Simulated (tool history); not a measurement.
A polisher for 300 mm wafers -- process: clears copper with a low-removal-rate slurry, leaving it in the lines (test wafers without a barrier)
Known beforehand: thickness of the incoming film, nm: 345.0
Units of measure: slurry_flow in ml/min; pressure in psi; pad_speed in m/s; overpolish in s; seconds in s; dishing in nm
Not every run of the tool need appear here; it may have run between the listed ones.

run    day  slurry_flow  pressure  pad_speed  slurry_solids  overpolish  seconds  dishing
  1  0.000          190       2.8       1.22            1.0          18   113.08   34.381
  2  0.371          190       2.6       1.30            1.0          15   117.76   30.406
  3  0.579          190       2.6       1.30            1.0           9   115.00   19.914
  4  0.875          190       2.6       1.30            1.0          13   116.35   27.332
  5  0.954          200       2.9       1.18            1.0          12   114.06   26.542
  6  1.312          200       3.2       1.18            1.0          12   105.07   27.942

Run 7, settings as shown, results not yet in. Your forecast:
  7  1.471          185       2.9       1.32            1.0          11        ?        ?

seconds: 103.66 s
dishing: 25.573 nm

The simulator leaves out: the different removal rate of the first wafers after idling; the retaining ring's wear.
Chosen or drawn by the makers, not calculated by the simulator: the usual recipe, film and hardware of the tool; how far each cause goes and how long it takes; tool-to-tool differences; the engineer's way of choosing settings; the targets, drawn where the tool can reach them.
